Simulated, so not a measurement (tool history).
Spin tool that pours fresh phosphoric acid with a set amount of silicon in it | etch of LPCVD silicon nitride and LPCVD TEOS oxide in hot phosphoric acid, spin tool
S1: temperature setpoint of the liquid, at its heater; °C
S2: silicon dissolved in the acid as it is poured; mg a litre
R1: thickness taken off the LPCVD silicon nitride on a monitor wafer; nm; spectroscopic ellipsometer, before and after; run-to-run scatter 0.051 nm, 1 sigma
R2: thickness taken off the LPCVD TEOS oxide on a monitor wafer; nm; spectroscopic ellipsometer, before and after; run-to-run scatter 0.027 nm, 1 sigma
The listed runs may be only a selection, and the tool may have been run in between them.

{"run": 1, "hour": 0.0, "S1": 163.0, "S2": 14.0, "time under the liquid (s)": 160, "R1": 18.16, "R2": 1.0238}
{"run": 2, "hour": 7.1, "S1": 163.0, "S2": 8.0, "time under the liquid (s)": 160, "R1": 18.238, "R2": 1.3119}
{"run": 3, "hour": 11.8, "S1": 163.0, "S2": 1.0, "time under the liquid (s)": 160, "R1": 18.042, "R2": 1.5017}
{"run": 4, "hour": 13.9, "S1": 162.0, "S2": 1.5, "time under the liquid (s)": 145, "R1": 15.776, "R2": 1.2021}
{"run": 5, "hour": 20.9, "S1": 161.5, "S2": 1.0, "time under the liquid (s)": 135, "R1": 14.63, "R2": 1.1258}
{"run": 6, "hour": 29.3, "S1": 161.0, "S2": 1.0, "time under the liquid (s)": 125, "R1": 13.291, "R2": 1.0294}
{"run": 7, "hour": 36.0, "S1": 161.0, "S2": 1.0, "time under the liquid (s)": 125, "R1": 13.241, "R2": 0.94779}
{"run": 8, "hour": 44.8, "S1": 160.5, "S2": 1.0, "time under the liquid (s)": 120, "R1": 12.544, "R2": 1.0048}
{"run": 9, "hour": 52.1, "S1": 160.0, "S2": 3.0, "time under the liquid (s)": 115, "R1": 11.841, "R2": 0.84507}
{"run": 10, "hour": 59.5, "S1": 159.5, "S2": 3.0, "time under the liquid (s)": 115, "R1": 11.566, "R2": 0.75709}

Predict the results of run 11:
{"run": 11, "hour": 68.1, "S1": 159.5, "S2": 2.5, "time under the liquid (s)": 115, "R1": "?", "R2": "?"}

{"run 11": {"R1": 11.567, "R2": 0.78551}}
